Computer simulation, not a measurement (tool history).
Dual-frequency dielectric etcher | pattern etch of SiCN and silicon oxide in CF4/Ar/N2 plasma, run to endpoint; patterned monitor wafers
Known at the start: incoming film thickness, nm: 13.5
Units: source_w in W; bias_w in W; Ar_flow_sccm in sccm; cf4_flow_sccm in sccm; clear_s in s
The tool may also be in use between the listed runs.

run	hour	source_w	bias_w	Ar_flow_sccm	cf4_flow_sccm	clear_s
1	0	500	85	126	44	15.389
2	3.8	500	85	126	37	15.783
3	4.4	500	85	126	41	15.476
4	11	540	86	126	41	14.225
5	15.6	480	86	126	41	16.089
6	19.2	480	86	126	46	15.903
7	25.4	520	86	126	46	14.487

Forecast run 8:
8	26.9	550	86	126	46	?

Run 8 gave clear_s 13.599 s.
